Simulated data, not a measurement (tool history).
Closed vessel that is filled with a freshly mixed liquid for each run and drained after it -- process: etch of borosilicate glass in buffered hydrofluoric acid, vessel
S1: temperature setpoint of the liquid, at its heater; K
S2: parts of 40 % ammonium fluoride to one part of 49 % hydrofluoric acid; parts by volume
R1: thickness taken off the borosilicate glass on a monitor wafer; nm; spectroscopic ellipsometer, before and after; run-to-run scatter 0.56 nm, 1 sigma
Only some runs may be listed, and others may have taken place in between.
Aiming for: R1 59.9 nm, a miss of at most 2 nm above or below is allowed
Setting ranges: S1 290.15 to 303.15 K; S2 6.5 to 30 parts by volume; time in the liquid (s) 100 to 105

run 1 hour=0 | S1=295.15 S2=19.5 time_in_the_liquid_(s)=100 | R1=50.449
run 2 hour=1.8 | S1=292.15 S2=19.5 time_in_the_liquid_(s)=100 | R1=43.63
run 3 hour=2.9 | S1=293.65 S2=19.5 time_in_the_liquid_(s)=100 | R1=46.772
run 4 hour=10.1 | S1=294.65 S2=19.5 time_in_the_liquid_(s)=100 | R1=49.735
run 5 hour=18.4 | S1=291.15 S2=19.5 time_in_the_liquid_(s)=100 | R1=40.576
run 6 hour=20.3 | S1=291.15 S2=19.5 time_in_the_liquid_(s)=100 | R1=40.269
run 7 hour=28.9 | S1=292.65 S2=19.5 time_in_the_liquid_(s)=100 | R1=44.557
run 8 hour=34.4 | S1=293.65 S2=19.5 time_in_the_liquid_(s)=100 | R1=47.414
run 9 hour=38.9 | S1=294.65 S2=19.5 time_in_the_liquid_(s)=100 | R1=50.106
run 10 hour=45.1 | S1=295.15 S2=19.5 time_in_the_liquid_(s)=100 | R1=50.656
run 11 hour=51.6 | S1=295.65 S2=19.5 time_in_the_liquid_(s)=100 | R1=52.324
run 12 hour=59.2 | S1=295.65 S2=19.5 time_in_the_liquid_(s)=100 | R1=52.246

Next run, 4 choices. One meets every target within its allowed miss, the rest don't. Which?
run A hour=66.8 | S1=299.15 S2=23 time_in_the_liquid_(s)=100 | R1=?
run B hour=66.8 | S1=297.15 S2=18.5 time_in_the_liquid_(s)=100 | R1=?
run C hour=66.8 | S1=294.65 S2=21 time_in_the_liquid_(s)=100 | R1=?
run D hour=66.8 | S1=295.65 S2=19.5 time_in_the_liquid_(s)=105 | R1=?

move=A R1=56.08
move=B R1=59.959
move=C R1=46.847
move=D R1=55.1
A: moves toward the targets from the last run without getting all of them in spec
B: in spec on every target
C: its largest miss is bigger than the last run's
D: moves toward the targets from the last run without getting all of them in spec
B meets every target.

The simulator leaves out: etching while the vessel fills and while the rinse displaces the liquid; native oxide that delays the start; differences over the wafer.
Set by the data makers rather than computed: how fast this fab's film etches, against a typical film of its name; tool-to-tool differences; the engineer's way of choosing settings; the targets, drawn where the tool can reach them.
